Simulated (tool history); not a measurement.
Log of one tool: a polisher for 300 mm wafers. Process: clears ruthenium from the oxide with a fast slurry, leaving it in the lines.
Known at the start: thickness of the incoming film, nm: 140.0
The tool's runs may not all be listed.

run  hour  flow of slurry (ml/min)  pressure of the wafer on the pad (kPa)  speed of the pad under the wafer (m/s)  abrasive content of the slurry  overpolish time after the end point (s)  time until the end point was called (s)  dishing of a wide line in a test structure (nm)
  1   0.0                      185                                    16.5                                    0.92                            1.00                                        9                                   46.410                                           25.188
  2   1.9                      150                                    16.5                                    0.92                            1.00                                        9                                   49.482                                           24.890
  3   3.5                      175                                    16.5                                    0.92                            1.00                                        9                                   46.363                                           25.127
  4   7.0                      175                                    16.5                                    0.92                            0.85                                        9                                   51.089                                           24.361
  5  14.9                      175                                    18.6                                    0.92                            0.80                                       10                                   46.193                                           28.894
  6  20.9                      175                                    18.6                                    0.92                            0.80                                       12                                   46.650                                           33.359
  7  21.5                      180                                    19.3                                    0.92                            0.80                                       13                                   44.576                                           37.501
  8  25.3                      180                                    19.3                                    0.92                            0.80                                       13                                   43.806                                           36.564
  9  26.1                      185                                    20.0                                    0.92                            0.80                                       14                                   42.651                                           40.420
 10  27.6                      190                                    20.7                                    0.92                            0.80                                       14                                   41.424                                           42.720

The next listed run, before its measurement:
 11  32.1                      190                                    20.7                                    0.92                            0.80                                       14                                        ?                                                ?

time until the end point was called (s): 40.785
dishing of a wide line in a test structure (nm): 42.233

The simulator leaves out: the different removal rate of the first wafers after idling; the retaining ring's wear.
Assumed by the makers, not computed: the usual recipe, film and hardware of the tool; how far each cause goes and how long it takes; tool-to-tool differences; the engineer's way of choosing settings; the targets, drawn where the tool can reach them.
